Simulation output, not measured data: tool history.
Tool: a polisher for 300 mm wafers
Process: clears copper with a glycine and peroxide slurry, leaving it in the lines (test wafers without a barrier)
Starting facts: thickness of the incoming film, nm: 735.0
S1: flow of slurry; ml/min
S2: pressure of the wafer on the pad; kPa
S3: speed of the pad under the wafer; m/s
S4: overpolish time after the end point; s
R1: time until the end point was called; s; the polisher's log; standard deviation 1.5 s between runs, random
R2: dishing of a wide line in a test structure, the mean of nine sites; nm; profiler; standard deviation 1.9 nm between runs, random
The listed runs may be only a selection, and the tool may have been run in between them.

{"run": 1, "day": 0.0, "S1": 215, "S2": 17.9, "S3": 1.1, "S4": 24, "R1": 145.53, "R2": 73.726}
{"run": 2, "day": 0.254, "S1": 215, "S2": 15.9, "S3": 1.1, "S4": 24, "R1": 159.6, "R2": 68.753}
{"run": 3, "day": 0.404, "S1": 215, "S2": 19.3, "S3": 1.14, "S4": 25, "R1": 128.43, "R2": 81.919}
{"run": 4, "day": 0.579, "S1": 215, "S2": 21.4, "S3": 1.16, "S4": 26, "R1": 120.16, "R2": 90.338}
{"run": 5, "day": 0.888, "S1": 215, "S2": 23.4, "S3": 1.18, "S4": 26, "R1": 108.13, "R2": 97.854}
{"run": 6, "day": 1.033, "S1": 215, "S2": 23.4, "S3": 1.34, "S4": 26, "R1": 96.463, "R2": 106.88}
{"run": 7, "day": 1.217, "S1": 215, "S2": 24.1, "S3": 1.34, "S4": 26, "R1": 93.538, "R2": 104.33}
{"run": 8, "day": 1.371, "S1": 215, "S2": 24.8, "S3": 1.34, "S4": 27, "R1": 89.244, "R2": 109.07}
{"day": 1.571, "done": "head pressure recalibrated"}
{"run": 9, "day": 1.571, "S1": 215, "S2": 24.8, "S3": 1.34, "S4": 27, "R1": 92.266, "R2": 105.45}

Run 10 has not been measured yet. What should we expect?
{"run": 10, "day": 1.904, "S1": 215, "S2": 24.8, "S3": 1.34, "S4": 28, "R1": "?", "R2": "?"}

R1: 94.780 s
R2: 108.310 nm

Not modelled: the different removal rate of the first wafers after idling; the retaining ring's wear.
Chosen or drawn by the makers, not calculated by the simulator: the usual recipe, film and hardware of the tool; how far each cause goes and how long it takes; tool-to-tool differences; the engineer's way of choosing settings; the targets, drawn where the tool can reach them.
